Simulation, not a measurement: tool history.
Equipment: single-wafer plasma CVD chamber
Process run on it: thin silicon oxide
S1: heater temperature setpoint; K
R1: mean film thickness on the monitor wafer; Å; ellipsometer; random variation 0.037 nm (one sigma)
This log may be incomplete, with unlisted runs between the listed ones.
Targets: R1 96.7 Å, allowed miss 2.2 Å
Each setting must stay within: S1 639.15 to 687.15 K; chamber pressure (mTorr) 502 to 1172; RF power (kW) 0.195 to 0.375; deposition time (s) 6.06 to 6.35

run 1 day=0 | S1=663.15 chamber_pressure_(mTorr)=837 RF_power_(kW)=0.285 deposition_time_(s)=6.35 | R1=106.09
run 2 day=0.279 | S1=663.15 chamber_pressure_(mTorr)=822 RF_power_(kW)=0.285 deposition_time_(s)=6.35 | R1=105.65
run 3 day=0.629 | S1=663.15 chamber_pressure_(mTorr)=822 RF_power_(kW)=0.3 deposition_time_(s)=6.35 | R1=107.35
run 4 day=0.979 | S1=663.15 chamber_pressure_(mTorr)=805 RF_power_(kW)=0.3 deposition_time_(s)=6.35 | R1=105.49
run 5 day=1.058 | S1=663.15 chamber_pressure_(mTorr)=934 RF_power_(kW)=0.3 deposition_time_(s)=6.35 | R1=115.97
run 6 day=1.388 | S1=663.15 chamber_pressure_(mTorr)=894 RF_power_(kW)=0.3 deposition_time_(s)=6.34 | R1=112.25
run 7 day=1.746 | S1=663.15 chamber_pressure_(mTorr)=894 RF_power_(kW)=0.3 deposition_time_(s)=6.34 | R1=111.7
run 8 day=2.079 | S1=663.15 chamber_pressure_(mTorr)=894 RF_power_(kW)=0.3 deposition_time_(s)=6.34 | R1=111.61
run 9 day=2.171 | S1=663.15 chamber_pressure_(mTorr)=741 RF_power_(kW)=0.295 deposition_time_(s)=6.33 | R1=100.97
run 10 day=2.446 | S1=663.15 chamber_pressure_(mTorr)=730 RF_power_(kW)=0.295 deposition_time_(s)=6.33 | R1=100.23

Which single option among these 4 for the next run brings every result within its allowed miss of target? Just one does.
run A day=2.721 | S1=670.15 chamber_pressure_(mTorr)=781 RF_power_(kW)=0.325 deposition_time_(s)=6.35 | R1=?
run B day=2.721 | S1=658.15 chamber_pressure_(mTorr)=731 RF_power_(kW)=0.295 deposition_time_(s)=6.16 | R1=?
run C day=2.721 | S1=665.15 chamber_pressure_(mTorr)=694 RF_power_(kW)=0.29 deposition_time_(s)=6.06 | R1=?
run D day=2.721 | S1=659.15 chamber_pressure_(mTorr)=800 RF_power_(kW)=0.3 deposition_time_(s)=6.06 | R1=?

move=A R1=107.41
move=B R1=97.618
move=C R1=92.284
move=D R1=101.75
A: its largest miss is bigger than the last run's
B: in spec on every target
C: takes the result that was furthest off past its target
D: its largest miss is bigger than the last run's
The right move is B.
